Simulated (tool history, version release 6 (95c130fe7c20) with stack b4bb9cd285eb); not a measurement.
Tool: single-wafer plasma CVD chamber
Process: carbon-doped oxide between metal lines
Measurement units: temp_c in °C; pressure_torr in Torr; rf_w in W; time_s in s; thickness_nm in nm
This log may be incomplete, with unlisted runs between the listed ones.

run 1 hour=0.0 | temp_c=350 pressure_torr=4.25 rf_w=660 time_s=12.2 | thickness_nm=66.881
run 2 hour=8.7 | temp_c=350 pressure_torr=4.25 rf_w=700 time_s=12.2 | thickness_nm=68.978
run 3 hour=13.6 | temp_c=344 pressure_torr=4.25 rf_w=700 time_s=12.2 | thickness_nm=70.273
run 4 hour=16.8 | temp_c=342 pressure_torr=4.49 rf_w=705 time_s=12.2 | thickness_nm=71.237
run 5 hour=25.1 | temp_c=340 pressure_torr=4.66 rf_w=715 time_s=12.2 | thickness_nm=73.184
run 6 hour=29.9 | temp_c=340 pressure_torr=4.66 rf_w=715 time_s=12.2 | thickness_nm=72.848
run 7 hour=31.9 | temp_c=338 pressure_torr=4.83 rf_w=720 time_s=12.2 | thickness_nm=74.430

The next listed run, before its measurement:
run 8 hour=34.3 | temp_c=336 pressure_torr=4.92 rf_w=720 time_s=12.2 | thickness_nm=?

{"run 8": {"thickness_nm": 75.11}}

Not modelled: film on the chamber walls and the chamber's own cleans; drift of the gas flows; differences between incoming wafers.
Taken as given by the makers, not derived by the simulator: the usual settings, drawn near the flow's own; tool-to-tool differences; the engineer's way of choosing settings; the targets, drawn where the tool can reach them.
